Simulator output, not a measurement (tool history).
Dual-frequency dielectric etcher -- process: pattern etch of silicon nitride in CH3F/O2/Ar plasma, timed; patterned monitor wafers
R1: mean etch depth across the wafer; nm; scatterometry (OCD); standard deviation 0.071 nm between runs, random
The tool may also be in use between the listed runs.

{"run": 1, "hour": 0.0, "source power (W)": 530, "bias power (W)": 59, "etch time (s)": 25.5, "R1": 20.765}
{"run": 2, "hour": 2.0, "source power (W)": 510, "bias power (W)": 58, "etch time (s)": 25.5, "R1": 20.269}
{"run": 3, "hour": 3.9, "source power (W)": 500, "bias power (W)": 58, "etch time (s)": 25.5, "R1": 20.04}
{"run": 4, "hour": 4.8, "source power (W)": 490, "bias power (W)": 58, "etch time (s)": 25.5, "R1": 19.88}
{"run": 5, "hour": 8.8, "source power (W)": 490, "bias power (W)": 58, "etch time (s)": 25.5, "R1": 19.842}
{"run": 6, "hour": 13.9, "source power (W)": 490, "bias power (W)": 58, "etch time (s)": 25.5, "R1": 19.785}
{"run": 7, "hour": 16.3, "source power (W)": 480, "bias power (W)": 58, "etch time (s)": 25.5, "R1": 19.551}

Forecast run 8:
{"run": 8, "hour": 24.4, "source power (W)": 470, "bias power (W)": 58, "etch time (s)": 25.5, "R1": "?"}

R1: 19.357 nm
